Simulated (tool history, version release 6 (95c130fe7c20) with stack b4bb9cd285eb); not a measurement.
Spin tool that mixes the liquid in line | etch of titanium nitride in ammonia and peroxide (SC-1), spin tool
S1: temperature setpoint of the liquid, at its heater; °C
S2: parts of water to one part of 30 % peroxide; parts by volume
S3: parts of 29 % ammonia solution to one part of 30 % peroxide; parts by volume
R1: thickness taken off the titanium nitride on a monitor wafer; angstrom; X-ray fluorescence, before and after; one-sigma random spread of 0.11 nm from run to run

{"run": 1, "hour": 0.0, "S1": 50.0, "S2": 16, "S3": 0.7, "time under the liquid (s)": 270, "R1": 212.05}
{"run": 2, "hour": 6.7, "S1": 50.0, "S2": 16, "S3": 0.7, "time under the liquid (s)": 270, "R1": 213.16}
{"run": 3, "hour": 8.8, "S1": 50.0, "S2": 16, "S3": 0.85, "time under the liquid (s)": 270, "R1": 219.77}
{"run": 4, "hour": 15.4, "S1": 50.5, "S2": 16, "S3": 0.85, "time under the liquid (s)": 270, "R1": 227.66}
{"run": 5, "hour": 22.0, "S1": 50.5, "S2": 16, "S3": 1.05, "time under the liquid (s)": 270, "R1": 235.52}
{"run": 6, "hour": 28.2, "S1": 57.5, "S2": 16, "S3": 1.05, "time under the liquid (s)": 270, "R1": 378.38}
{"run": 7, "hour": 33.1, "S1": 57.0, "S2": 16, "S3": 1.05, "time under the liquid (s)": 270, "R1": 369.27}

Run 8 comes next. What will it give?
{"run": 8, "hour": 38.9, "S1": 51.5, "S2": 16, "S3": 1.05, "time under the liquid (s)": 270, "R1": "?"}

Run 8 came out at R1 253.62 angstrom.
